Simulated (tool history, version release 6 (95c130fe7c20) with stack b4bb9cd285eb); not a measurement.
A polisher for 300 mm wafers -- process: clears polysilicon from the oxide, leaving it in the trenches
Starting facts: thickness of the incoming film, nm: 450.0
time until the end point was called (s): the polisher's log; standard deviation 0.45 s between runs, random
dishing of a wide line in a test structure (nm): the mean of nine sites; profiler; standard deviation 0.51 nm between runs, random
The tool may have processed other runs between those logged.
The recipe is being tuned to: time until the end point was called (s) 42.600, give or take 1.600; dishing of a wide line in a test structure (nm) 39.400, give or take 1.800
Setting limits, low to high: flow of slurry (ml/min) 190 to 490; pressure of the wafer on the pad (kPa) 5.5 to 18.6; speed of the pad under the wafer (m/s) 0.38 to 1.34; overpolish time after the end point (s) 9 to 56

run	hour	flow of slurry (ml/min)	pressure of the wafer on the pad (kPa)	speed of the pad under the wafer (m/s)	overpolish time after the end point (s)	time until the end point was called (s)	dishing of a wide line in a test structure (nm)
1	0.0	315	11.7	0.86	29	65.706	37.727
2	5.4	260	11.7	0.86	29	65.949	39.463
3	8.2	260	11.7	0.86	19	67.311	37.099
4	14.1	255	13.1	0.86	21	59.378	38.021
5	20.4	255	13.8	0.86	22	56.403	39.135
6	22.3	265	14.5	0.86	21	55.448	39.442
7	30.2	225	17.9	0.90	9	44.333	34.193
8	35.2	235	17.9	0.90	14	44.160	36.634

5 next moves are on the table. One of them brings every result within its allowed miss. Which?
A	40.2	230	18.6	0.92	9	?	?
B	40.2	200	17.2	0.88	21	?	?
C	40.2	260	17.9	0.88	9	?	?
D	40.2	250	17.9	1.00	22	?	?
E	40.2	280	16.5	1.00	20	?	?

move	time until the end point was called (s)	dishing of a wide line in a test structure (nm)
A	41.991	34.638
B	47.011	38.599
C	44.761	34.004
D	40.295	38.858
E	42.980	38.669
A: moves away from the targets compared with the last run
B: meets the target for the result that was furthest off, but another lies outside its allowed miss
C: moves away from the targets compared with the last run
D: meets the target for the result that was furthest off, but another lies outside its allowed miss
E: hits every target within its allowed miss
The move that meets every target is E.
